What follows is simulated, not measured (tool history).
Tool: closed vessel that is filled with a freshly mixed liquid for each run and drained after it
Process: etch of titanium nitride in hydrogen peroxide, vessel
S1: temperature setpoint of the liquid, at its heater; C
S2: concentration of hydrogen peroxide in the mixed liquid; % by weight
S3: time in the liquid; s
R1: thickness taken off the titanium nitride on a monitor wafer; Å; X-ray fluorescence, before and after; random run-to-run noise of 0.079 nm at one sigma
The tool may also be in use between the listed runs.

run	hour	S1	S2	S3	R1
1	0	50	15.5	120	49.913
2	6.9	51.5	15.5	120	55.946
3	11.8	47	15.5	120	40.325
4	12.8	53	15.5	120	62.657
5	14.8	54	15.5	120	66.59
6	20	54	15.5	120	67.338
7	28.2	55	15.5	120	72.022
# hour 36.9: new drum of peroxide connected
8	36.9	55.5	15.5	120	75.44

Estimate the outcome of run 9 from the log above:
9	45.2	59	15.5	120	?

{"run 9": {"R1": 95.232}}

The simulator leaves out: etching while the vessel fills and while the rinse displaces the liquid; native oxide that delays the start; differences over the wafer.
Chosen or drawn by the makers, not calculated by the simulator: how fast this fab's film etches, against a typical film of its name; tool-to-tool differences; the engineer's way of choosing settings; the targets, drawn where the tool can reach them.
